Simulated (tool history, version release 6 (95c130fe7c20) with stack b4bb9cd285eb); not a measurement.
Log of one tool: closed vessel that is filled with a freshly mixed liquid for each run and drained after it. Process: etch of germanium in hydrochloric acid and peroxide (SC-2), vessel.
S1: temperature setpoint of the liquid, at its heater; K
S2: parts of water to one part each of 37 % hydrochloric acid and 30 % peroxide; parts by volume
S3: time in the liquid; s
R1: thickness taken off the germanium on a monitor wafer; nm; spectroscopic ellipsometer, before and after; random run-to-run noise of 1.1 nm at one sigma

Run 1, hour 0.0: S1 321.15 K, S2 7.5 parts by volume, S3 100 s. Result: R1 212.77 nm.
Run 2, hour 1.4: S1 321.15 K, S2 7.5 parts by volume, S3 110 s. Result: R1 235.56 nm.
Run 3, hour 4.6: S1 319.65 K, S2 7.5 parts by volume, S3 110 s. Result: R1 225.19 nm.
Run 4, hour 10.1: S1 318.65 K, S2 7.5 parts by volume, S3 110 s. Result: R1 213.20 nm.
Run 5, hour 18.6: S1 322.65 K, S2 7.5 parts by volume, S3 110 s. Result: R1 248.29 nm.
Run 6, hour 27.1: S1 320.65 K, S2 7.5 parts by volume, S3 110 s. Result: R1 230.41 nm.
Run 7, hour 35.0: S1 319.15 K, S2 7.5 parts by volume, S3 110 s. Result: R1 218.65 nm.
Run 8, hour 41.3: S1 318.15 K, S2 7.5 parts by volume, S3 110 s. Result: R1 211.56 nm.

Run 9 has not been measured yet. What should we expect?
Run 9, hour 42.0: S1 312.65 K, S2 7.5 parts by volume, S3 110 s. Result: R1 ?.

Run 9 came out at R1 175.26 nm.
